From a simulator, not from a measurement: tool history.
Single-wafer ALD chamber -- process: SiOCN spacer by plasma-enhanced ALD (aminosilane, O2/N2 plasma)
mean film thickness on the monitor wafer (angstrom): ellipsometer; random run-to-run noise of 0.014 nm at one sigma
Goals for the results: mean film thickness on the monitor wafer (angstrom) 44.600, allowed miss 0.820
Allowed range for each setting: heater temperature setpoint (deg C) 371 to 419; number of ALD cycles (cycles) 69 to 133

run  hour  heater temperature setpoint (deg C)  number of ALD cycles (cycles)  mean film thickness on the monitor wafer (angstrom)
  1   0.0                                  395                            101                                               58.329
  2   7.8                                  403                            101                                               57.395
  3  13.0                                  395                            101                                               57.973
  4  21.5                                  386                            101                                               58.080
  5  24.4                                  379                            101                                               58.332
  6  30.5                                  371                            101                                               58.160
  7  34.0                                  371                             92                                               52.990
  8  42.0                                  371                             87                                               50.081
  9  42.6                                  371                             83                                               47.742
 10  49.8                                  371                             83                                               48.027
 11  51.4                                  371                             81                                               46.791
 12  57.8                                  371                             80                                               46.015

Which one of the following 4 next-run settings gets every result inside its allowed miss? There is exactly one.
  A  64.2                                  371                             81                                                    ?
  B  64.2                                  372                             84                                                    ?
  C  64.2                                  387                             77                                                    ?
  D  64.2                                  371                             83                                                    ?

move  mean film thickness on the monitor wafer (angstrom)
   A                                               46.751
   B                                               48.483
   C                                               44.442
   D                                               47.906
A: further off than the last run
B: further off than the last run
C: each result inside its tolerance
D: further off than the last run
Answer: C
